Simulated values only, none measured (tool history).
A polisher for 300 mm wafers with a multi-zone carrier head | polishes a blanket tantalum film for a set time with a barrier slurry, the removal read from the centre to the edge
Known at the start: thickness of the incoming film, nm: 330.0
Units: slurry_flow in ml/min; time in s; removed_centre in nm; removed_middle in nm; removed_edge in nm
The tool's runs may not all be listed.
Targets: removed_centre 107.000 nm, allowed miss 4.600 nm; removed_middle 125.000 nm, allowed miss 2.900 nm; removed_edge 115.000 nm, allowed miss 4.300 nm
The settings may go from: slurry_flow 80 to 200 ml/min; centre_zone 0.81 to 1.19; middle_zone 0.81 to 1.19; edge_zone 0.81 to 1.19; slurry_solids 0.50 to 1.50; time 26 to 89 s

{"run": 1, "hour": 0.0, "slurry_flow": 130, "centre_zone": 1.0, "middle_zone": 1.0, "edge_zone": 1.0, "slurry_solids": 1.0, "time": 57, "removed_centre": 98.91, "removed_middle": 100.76, "removed_edge": 99.385}
{"run": 2, "hour": 7.8, "slurry_flow": 130, "centre_zone": 1.0, "middle_zone": 1.0, "edge_zone": 1.0, "slurry_solids": 1.0, "time": 50, "removed_centre": 87.899, "removed_middle": 89.01, "removed_edge": 86.969}
{"run": 3, "hour": 15.4, "slurry_flow": 130, "centre_zone": 1.0, "middle_zone": 1.0, "edge_zone": 1.06, "slurry_solids": 1.0, "time": 50, "removed_centre": 86.787, "removed_middle": 88.501, "removed_edge": 89.072}
{"run": 4, "hour": 19.1, "slurry_flow": 140, "centre_zone": 0.99, "middle_zone": 1.04, "edge_zone": 1.09, "slurry_solids": 1.15, "time": 50, "removed_centre": 90.879, "removed_middle": 96.121, "removed_edge": 94.622}
{"run": 5, "hour": 23.4, "slurry_flow": 140, "centre_zone": 0.99, "middle_zone": 0.98, "edge_zone": 1.09, "slurry_solids": 1.15, "time": 50, "removed_centre": 90.616, "removed_middle": 93.322, "removed_edge": 96.037}
{"run": 6, "hour": 25.8, "slurry_flow": 140, "centre_zone": 1.06, "middle_zone": 0.98, "edge_zone": 1.09, "slurry_solids": 1.15, "time": 50, "removed_centre": 98.539, "removed_middle": 93.186, "removed_edge": 94.282}
{"run": 7, "hour": 32.4, "slurry_flow": 150, "centre_zone": 1.03, "middle_zone": 1.02, "edge_zone": 1.1, "slurry_solids": 1.25, "time": 51, "removed_centre": 101.04, "removed_middle": 100.65, "removed_edge": 102.13}
{"run": 8, "hour": 35.6, "slurry_flow": 160, "centre_zone": 1.01, "middle_zone": 1.07, "edge_zone": 1.09, "slurry_solids": 1.3, "time": 51, "removed_centre": 99.469, "removed_middle": 105.43, "removed_edge": 101.85}
{"run": 9, "hour": 39.3, "slurry_flow": 165, "centre_zone": 1.0, "middle_zone": 1.1, "edge_zone": 1.1, "slurry_solids": 1.35, "time": 52, "removed_centre": 104.6, "removed_middle": 110.14, "removed_edge": 107.61}
{"run": 10, "hour": 45.6, "slurry_flow": 170, "centre_zone": 0.98, "middle_zone": 1.13, "edge_zone": 1.08, "slurry_solids": 1.4, "time": 53, "removed_centre": 103.68, "removed_middle": 116.32, "removed_edge": 108.12}
{"run": 11, "hour": 46.4, "slurry_flow": 175, "centre_zone": 0.98, "middle_zone": 1.15, "edge_zone": 1.09, "slurry_solids": 1.4, "time": 53, "removed_centre": 107.25, "removed_middle": 118.58, "removed_edge": 109.16}
{"run": 12, "hour": 47.9, "slurry_flow": 180, "centre_zone": 0.97, "middle_zone": 1.16, "edge_zone": 1.1, "slurry_solids": 1.4, "time": 53, "removed_centre": 104.97, "removed_middle": 121.47, "removed_edge": 109.24}
{"run": 13, "hour": 54.4, "slurry_flow": 185, "centre_zone": 0.97, "middle_zone": 1.16, "edge_zone": 1.12, "slurry_solids": 1.4, "time": 53, "removed_centre": 105.62, "removed_middle": 120.84, "removed_edge": 113.19}

5 next moves are on the table. One of them brings every result within its allowed miss. Which?
{"run": "A", "hour": 60.9, "slurry_flow": 180, "centre_zone": 0.9, "middle_zone": 1.19, "edge_zone": 1.02, "slurry_solids": 1.45, "time": 53, "removed_centre": "?", "removed_middle": "?", "removed_edge": "?"}
{"run": "B", "hour": 60.9, "slurry_flow": 190, "centre_zone": 1.02, "middle_zone": 1.19, "edge_zone": 0.91, "slurry_solids": 1.45, "time": 55, "removed_centre": "?", "removed_middle": "?", "removed_edge": "?"}
{"run": "C", "hour": 60.9, "slurry_flow": 180, "centre_zone": 0.98, "middle_zone": 1.19, "edge_zone": 1.14, "slurry_solids": 1.35, "time": 54, "removed_centre": "?", "removed_middle": "?", "removed_edge": "?"}
{"run": "D", "hour": 60.9, "slurry_flow": 175, "centre_zone": 0.99, "middle_zone": 1.19, "edge_zone": 0.99, "slurry_solids": 1.25, "time": 55, "removed_centre": "?", "removed_middle": "?", "removed_edge": "?"}
{"run": "E", "hour": 60.9, "slurry_flow": 195, "centre_zone": 0.98, "middle_zone": 1.07, "edge_zone": 1.19, "slurry_solids": 1.35, "time": 58, "removed_centre": "?", "removed_middle": "?", "removed_edge": "?"}

move=A removed_centre=97.282 removed_middle=124.200 removed_edge=107.540
move=B removed_centre=115.650 removed_middle=129.960 removed_edge=106.410
move=C removed_centre=106.360 removed_middle=124.540 removed_edge=114.090
move=D removed_centre=106.980 removed_middle=124.080 removed_edge=106.080
move=E removed_centre=115.800 removed_middle=125.770 removed_edge=126.660
A: brings the result that was furthest off to its target, and leaves another outside
B: takes the result that was furthest off past its target
C: meets every target
D: brings the result that was furthest off to its target, and leaves another outside
E: brings the result that was furthest off to its target, and leaves another outside
The right move is C.
